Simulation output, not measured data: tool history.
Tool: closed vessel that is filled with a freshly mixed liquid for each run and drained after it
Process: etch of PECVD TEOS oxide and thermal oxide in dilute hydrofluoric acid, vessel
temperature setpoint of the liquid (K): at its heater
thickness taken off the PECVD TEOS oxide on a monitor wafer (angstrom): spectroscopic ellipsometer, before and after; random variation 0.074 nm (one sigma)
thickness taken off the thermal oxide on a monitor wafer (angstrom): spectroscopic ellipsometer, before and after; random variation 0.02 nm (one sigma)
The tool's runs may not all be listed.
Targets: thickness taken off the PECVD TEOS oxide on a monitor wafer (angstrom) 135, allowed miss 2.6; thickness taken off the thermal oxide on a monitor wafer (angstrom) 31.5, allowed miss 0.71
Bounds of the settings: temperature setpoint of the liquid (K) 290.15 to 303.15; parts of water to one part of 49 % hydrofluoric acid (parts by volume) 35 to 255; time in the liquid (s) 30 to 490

| run | hour | temperature setpoint of the liquid (K) | parts of water to one part of 49 % hydrofluoric acid (parts by volume) | time in the liquid (s) | thickness taken off the PECVD TEOS oxide on a monitor wafer (angstrom) | thickness taken off the thermal oxide on a monitor wafer (angstrom) |
|---|---|---|---|---|---|---|
| 1 | 0 | 295.15 | 145 | 250 | 316.3 | 73.658 |
| 2 | 6.5 | 295.15 | 145 | 200 | 252.22 | 59.076 |
| 3 | 10.7 | 298.15 | 145 | 200 | 281.62 | 65.903 |
| 4 | 13.7 | 296.15 | 160 | 200 | 230.64 | 53.892 |
| 5 | 15.1 | 294.65 | 170 | 200 | 204.07 | 47.366 |
| 6 | 19.3 | 293.65 | 180 | 200 | 183.51 | 42.929 |
| 7 | 22.1 | 292.65 | 185 | 200 | 173.35 | 39.76 |
| 8 | 30.2 | 292.15 | 190 | 200 | 164.15 | 38.361 |
| 9 | 33.6 | 291.65 | 195 | 200 | 156.02 | 36.118 |
| 10 | 38.4 | 291.15 | 200 | 200 | 146.8 | 34.111 |
| 11 | 44.3 | 291.15 | 200 | 200 | 148.81 | 34.488 |
| 12 | 52.3 | 290.65 | 205 | 200 | 141.19 | 33.151 |

Which of these 4 next moves meets every target?
| A | 60.3 | 291.15 | 205 | 205 | ? | ? |
| B | 60.3 | 293.15 | 225 | 215 | ? | ? |
| C | 60.3 | 290.65 | 195 | 200 | ? | ? |
| D | 60.3 | 290.65 | 250 | 245 | ? | ? |

| move | thickness taken off the PECVD TEOS oxide on a monitor wafer (angstrom) | thickness taken off the thermal oxide on a monitor wafer (angstrom) |
|---|---|---|
| A | 148.44 | 34.54 |
| B | 150.39 | 34.994 |
| C | 150.66 | 35.057 |
| D | 136.96 | 31.869 |
A: further off than the last run
B: further off than the last run
C: further off than the last run
D: meets every target
Answer: D

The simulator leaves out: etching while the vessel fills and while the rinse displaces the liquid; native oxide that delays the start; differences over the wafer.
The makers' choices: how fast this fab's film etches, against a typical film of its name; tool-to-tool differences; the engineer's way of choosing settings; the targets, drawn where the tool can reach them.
